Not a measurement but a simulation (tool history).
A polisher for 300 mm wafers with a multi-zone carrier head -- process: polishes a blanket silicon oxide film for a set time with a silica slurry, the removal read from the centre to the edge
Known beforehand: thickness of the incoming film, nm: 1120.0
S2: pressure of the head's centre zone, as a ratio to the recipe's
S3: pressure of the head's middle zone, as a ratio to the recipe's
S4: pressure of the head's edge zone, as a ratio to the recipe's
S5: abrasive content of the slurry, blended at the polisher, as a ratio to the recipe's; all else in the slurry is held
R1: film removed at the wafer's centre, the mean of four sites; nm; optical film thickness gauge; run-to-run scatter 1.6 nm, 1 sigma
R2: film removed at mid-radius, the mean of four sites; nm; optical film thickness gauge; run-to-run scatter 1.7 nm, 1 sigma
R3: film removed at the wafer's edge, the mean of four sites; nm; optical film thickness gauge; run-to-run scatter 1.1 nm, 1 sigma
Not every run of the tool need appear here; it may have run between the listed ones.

run 1 hour=0.0 | flow_of_slurry_(ml/min)=190 S2=1.00 S3=1.00 S4=1.00 S5=1.00 polishing_time_(s)=52 | R1=136.78 R2=137.22 R3=144.64
run 2 hour=6.0 | flow_of_slurry_(ml/min)=185 S2=0.99 S3=1.00 S4=0.99 S5=1.00 polishing_time_(s)=52 | R1=133.98 R2=140.15 R3=140.24
run 3 hour=9.7 | flow_of_slurry_(ml/min)=185 S2=0.99 S3=1.00 S4=0.99 S5=1.00 polishing_time_(s)=63 | R1=164.75 R2=168.55 R3=172.49
run 4 hour=11.0 | flow_of_slurry_(ml/min)=180 S2=0.98 S3=0.99 S4=0.98 S5=0.95 polishing_time_(s)=63 | R1=158.47 R2=166.20 R3=167.01
run 5 hour=17.9 | flow_of_slurry_(ml/min)=180 S2=0.98 S3=0.94 S4=0.98 S5=0.95 polishing_time_(s)=63 | R1=161.39 R2=158.07 R3=169.31
run 6 hour=19.5 | flow_of_slurry_(ml/min)=180 S2=1.05 S3=0.94 S4=0.98 S5=0.95 polishing_time_(s)=63 | R1=168.89 R2=161.14 R3=169.04

Forecast run 7:
run 7 hour=20.6 | flow_of_slurry_(ml/min)=175 S2=1.04 S3=0.94 S4=0.97 S5=0.90 polishing_time_(s)=63 | R1=? R2=? R3=?

{"run 7": {"R1": 163.13, "R2": 152.58, "R3": 163.39}}
